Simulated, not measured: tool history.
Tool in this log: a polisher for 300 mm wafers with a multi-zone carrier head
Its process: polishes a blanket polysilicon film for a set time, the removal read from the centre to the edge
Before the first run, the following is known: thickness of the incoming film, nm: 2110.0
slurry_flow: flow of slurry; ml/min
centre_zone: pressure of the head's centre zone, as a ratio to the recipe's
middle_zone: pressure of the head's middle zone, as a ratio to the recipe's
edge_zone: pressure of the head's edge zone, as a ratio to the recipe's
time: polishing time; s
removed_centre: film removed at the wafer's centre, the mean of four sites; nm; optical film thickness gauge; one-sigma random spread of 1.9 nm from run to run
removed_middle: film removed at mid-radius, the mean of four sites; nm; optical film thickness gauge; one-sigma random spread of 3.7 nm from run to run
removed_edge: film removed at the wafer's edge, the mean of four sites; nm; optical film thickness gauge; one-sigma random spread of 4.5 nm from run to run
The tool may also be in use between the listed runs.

run	hour	slurry_flow	centre_zone	middle_zone	edge_zone	time	removed_centre	removed_middle	removed_edge
1	0.0	155	1.00	1.00	1.00	33	215.54	219.24	209.92
2	2.1	155	1.00	1.00	1.02	34	224.10	225.23	214.95
3	3.4	155	0.99	0.99	1.03	36	234.48	237.48	235.06
4	7.1	155	0.99	0.99	1.00	36	236.06	236.47	230.48
5	11.3	155	0.99	1.02	1.00	36	235.45	241.00	234.28
6	15.7	155	0.99	1.02	1.02	37	239.12	251.28	235.06

Run 7 comes next. What will it give?
7	17.3	160	0.98	1.01	1.02	38	?	?	?

{"run 7": {"removed_centre": 247.23, "removed_middle": 252.16, "removed_edge": 248.4}}

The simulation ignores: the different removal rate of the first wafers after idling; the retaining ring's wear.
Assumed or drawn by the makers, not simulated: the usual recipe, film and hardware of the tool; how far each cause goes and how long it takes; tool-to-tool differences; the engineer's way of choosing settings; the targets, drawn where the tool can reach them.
